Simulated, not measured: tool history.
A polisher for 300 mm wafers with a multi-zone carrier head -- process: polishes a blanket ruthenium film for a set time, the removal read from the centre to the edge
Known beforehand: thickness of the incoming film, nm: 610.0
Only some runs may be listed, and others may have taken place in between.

run  hour  flow of slurry (ml/min)  pressure of the head's centre zone  pressure of the head's middle zone  pressure of the head's edge zone  polishing time (s)  film removed at the wafer's centre (angstrom)  film removed at mid-radius (angstrom)  film removed at the wafer's edge (angstrom)
  1     0                      135                                   1                                   1                                 1                  44                                         470.04                                 475.76                                       489.88
  2   0.7                      115                                   1                                   1                                 1                  44                                         469.35                                 460.91                                       466.34
  3   8.1                      115                                   1                                   1                              1.07                  44                                         460.12                                 452.25                                       489.37
  4   8.9                      115                                0.98                                0.99                              1.06                  43                                         449.98                                  439.5                                       473.54
  5  12.6                      115                                0.98                                0.99                              0.98                  43                                         441.22                                 446.08                                       455.34
  6  17.5                      115                                0.98                                1.03                              0.98                  43                                         445.26                                 458.16                                       462.52
  7  26.5                      115                                0.96                                1.02                              0.98                  42                                         422.41                                 445.18                                       446.89
  8  34.2                      115                                0.95                                1.01                              0.98                  42                                         426.28                                 433.18                                       445.66

For run 9, what comes out?
  9  41.1                      115                                0.94                                1.01                              0.98                  41                                              ?                                      ?                                            ?

{"run 9": {"film removed at the wafer's centre (angstrom)": 406.77, "film removed at mid-radius (angstrom)": 435.7, "film removed at the wafer's edge (angstrom)": 437.05}}
